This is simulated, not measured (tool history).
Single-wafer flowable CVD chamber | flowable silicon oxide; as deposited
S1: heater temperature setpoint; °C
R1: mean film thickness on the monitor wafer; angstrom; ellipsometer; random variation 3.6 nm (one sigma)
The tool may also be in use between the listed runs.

Run 1, hour 0.0: S1 95 °C, chamber pressure (mTorr) 869, RF power (W) 1780, deposition time (s) 919. Result: R1 7552.8 angstrom.
Run 2, hour 7.1: S1 92 °C, chamber pressure (mTorr) 869, RF power (W) 1780, deposition time (s) 919. Result: R1 8248.9 angstrom.
Run 3, hour 15.0: S1 92 °C, chamber pressure (mTorr) 1012, RF power (W) 1780, deposition time (s) 919. Result: R1 9406.5 angstrom.
Run 4, hour 17.2: S1 92 °C, chamber pressure (mTorr) 1012, RF power (W) 1780, deposition time (s) 919. Result: R1 9440.5 angstrom.
Run 5, hour 18.9: S1 98 °C, chamber pressure (mTorr) 1012, RF power (W) 1780, deposition time (s) 919. Result: R1 7900.3 angstrom.
Run 6, hour 23.7: S1 98 °C, chamber pressure (mTorr) 883, RF power (W) 1780, deposition time (s) 919. Result: R1 7046.1 angstrom.
Run 7, hour 30.2: S1 94 °C, chamber pressure (mTorr) 883, RF power (W) 1780, deposition time (s) 919. Result: R1 7912.3 angstrom.
Run 8, hour 31.7: S1 91 °C, chamber pressure (mTorr) 883, RF power (W) 1780, deposition time (s) 919. Result: R1 8665.4 angstrom.
Run 9, hour 33.5: S1 89 °C, chamber pressure (mTorr) 883, RF power (W) 1780, deposition time (s) 919. Result: R1 9161.7 angstrom.
Run 10, hour 40.4: S1 87 °C, chamber pressure (mTorr) 883, RF power (W) 1780, deposition time (s) 919. Result: R1 9690.8 angstrom.

Forecast run 11:
Run 11, hour 47.5: S1 85 °C, chamber pressure (mTorr) 883, RF power (W) 1780, deposition time (s) 919. Result: R1 ?.

{"run 11": {"R1": 10161.0}}

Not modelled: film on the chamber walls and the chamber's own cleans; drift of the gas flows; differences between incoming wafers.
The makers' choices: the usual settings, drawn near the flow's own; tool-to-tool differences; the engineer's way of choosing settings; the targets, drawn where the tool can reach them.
